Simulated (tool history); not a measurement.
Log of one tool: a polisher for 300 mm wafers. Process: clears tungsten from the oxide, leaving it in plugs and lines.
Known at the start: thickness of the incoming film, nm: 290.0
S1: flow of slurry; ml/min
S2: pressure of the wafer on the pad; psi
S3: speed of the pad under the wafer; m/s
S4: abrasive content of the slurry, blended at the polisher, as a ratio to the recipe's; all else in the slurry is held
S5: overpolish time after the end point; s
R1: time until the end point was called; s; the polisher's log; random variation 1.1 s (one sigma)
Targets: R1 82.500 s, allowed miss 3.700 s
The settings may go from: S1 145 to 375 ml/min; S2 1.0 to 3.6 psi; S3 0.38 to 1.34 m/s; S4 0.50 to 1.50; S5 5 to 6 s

run 1 hour=0.0 | S1=240 S2=2.3 S3=0.86 S4=1.00 S5=6 | R1=129.840
run 2 hour=5.4 | S1=265 S2=2.3 S3=0.86 S4=1.00 S5=6 | R1=127.370
run 3 hour=7.5 | S1=265 S2=2.0 S3=0.86 S4=1.00 S5=6 | R1=139.070
run 4 hour=13.4 | S1=220 S2=2.0 S3=0.86 S4=1.00 S5=6 | R1=146.900
run 5 hour=15.2 | S1=245 S2=2.0 S3=0.86 S4=1.00 S5=6 | R1=142.080
run 6 hour=22.8 | S1=270 S2=2.0 S3=0.86 S4=1.00 S5=6 | R1=138.790
run 7 hour=31.7 | S1=280 S2=2.3 S3=0.88 S4=1.00 S5=6 | R1=124.330
run 8 hour=36.9 | S1=280 S2=2.3 S3=0.88 S4=1.00 S5=6 | R1=123.850
run 9 hour=45.7 | S1=280 S2=2.6 S3=0.90 S4=1.00 S5=6 | R1=109.360
run 10 hour=50.7 | S1=280 S2=2.8 S3=0.90 S4=1.00 S5=6 | R1=102.900

5 next moves are on the table. One of them brings every result within its allowed miss. Which?
run A hour=55.7 | S1=255 S2=3.1 S3=1.04 S4=1.00 S5=5 | R1=?
run B hour=55.7 | S1=300 S2=2.6 S3=0.88 S4=0.90 S5=6 | R1=?
run C hour=55.7 | S1=220 S2=3.2 S3=1.20 S4=1.10 S5=5 | R1=?
run D hour=55.7 | S1=255 S2=3.3 S3=0.94 S4=0.75 S5=5 | R1=?
run E hour=55.7 | S1=275 S2=2.9 S3=0.80 S4=1.10 S5=6 | R1=?

move=A R1=83.158
move=B R1=112.520
move=C R1=70.837
move=D R1=93.493
move=E R1=109.200
A: meets every target
B: further off than the last run
C: takes the result that was furthest off past its target
D: nearer than the last run, and not there yet
E: further off than the last run
Answer: A

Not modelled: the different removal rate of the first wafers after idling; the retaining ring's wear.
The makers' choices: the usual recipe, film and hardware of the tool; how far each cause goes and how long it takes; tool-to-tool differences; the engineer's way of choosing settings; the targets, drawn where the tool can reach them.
